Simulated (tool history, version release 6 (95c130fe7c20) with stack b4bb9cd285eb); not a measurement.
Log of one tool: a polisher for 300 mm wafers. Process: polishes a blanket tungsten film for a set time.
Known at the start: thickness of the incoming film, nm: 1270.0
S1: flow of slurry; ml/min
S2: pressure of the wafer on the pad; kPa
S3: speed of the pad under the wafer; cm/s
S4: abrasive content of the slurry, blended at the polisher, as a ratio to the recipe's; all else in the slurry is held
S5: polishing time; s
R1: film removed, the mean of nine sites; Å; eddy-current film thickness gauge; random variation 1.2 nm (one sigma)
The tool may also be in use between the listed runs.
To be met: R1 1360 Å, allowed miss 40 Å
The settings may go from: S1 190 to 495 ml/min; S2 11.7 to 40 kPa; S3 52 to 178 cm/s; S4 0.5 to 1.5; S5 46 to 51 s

Run 1, hour 0: S1 320 ml/min, S2 25.5 kPa, S3 114 cm/s, S4 1, S5 51 s. Result: R1 2464.8 Å.
Run 2, hour 6.7: S1 320 ml/min, S2 22.8 kPa, S3 112 cm/s, S4 1, S5 51 s. Result: R1 2216.1 Å.
Run 3, hour 14: S1 320 ml/min, S2 22.8 kPa, S3 112 cm/s, S4 1.1, S5 51 s. Result: R1 2265.3 Å.
Run 4, hour 14.9: S1 320 ml/min, S2 20.7 kPa, S3 110 cm/s, S4 1.1, S5 51 s. Result: R1 2110.9 Å.
Run 5, hour 18.2: S1 320 ml/min, S2 20.7 kPa, S3 110 cm/s, S4 1, S5 51 s. Result: R1 2021.9 Å.
Run 6, hour 19.6: S1 320 ml/min, S2 20.7 kPa, S3 110 cm/s, S4 1, S5 46 s. Result: R1 1827.8 Å.
Run 7, hour 27.2: S1 320 ml/min, S2 19.3 kPa, S3 110 cm/s, S4 1, S5 46 s. Result: R1 1746.7 Å.
Run 8, hour 34.7: S1 320 ml/min, S2 12.4 kPa, S3 108 cm/s, S4 1, S5 46 s. Result: R1 1243.1 Å.
Run 9, hour 42.6: S1 320 ml/min, S2 13.1 kPa, S3 108 cm/s, S4 1, S5 46 s. Result: R1 1295.1 Å.

5 next moves are on the table. One of them brings every result within its allowed miss. Which?
Run A, hour 50.5: S1 285 ml/min, S2 14.5 kPa, S3 90 cm/s, S4 0.9, S5 49 s. Result: R1 ?.
Run B, hour 50.5: S1 315 ml/min, S2 15.2 kPa, S3 110 cm/s, S4 1, S5 47 s. Result: R1 ?.
Run C, hour 50.5: S1 235 ml/min, S2 15.9 kPa, S3 98 cm/s, S4 0.9, S5 51 s. Result: R1 ?.
Run D, hour 50.5: S1 295 ml/min, S2 12.4 kPa, S3 114 cm/s, S4 1.05, S5 47 s. Result: R1 ?.
Run E, hour 50.5: S1 340 ml/min, S2 15.2 kPa, S3 106 cm/s, S4 1, S5 48 s. Result: R1 ?.

move      R1
   A  1186.6
   B  1483.9
   C  1409.6
   D  1358.8
   E  1469.2
A: further off than the last run
B: takes the result that was furthest off past its target
C: takes the result that was furthest off past its target
D: meets every target
E: takes the result that was furthest off past its target
Move D is the one to make.
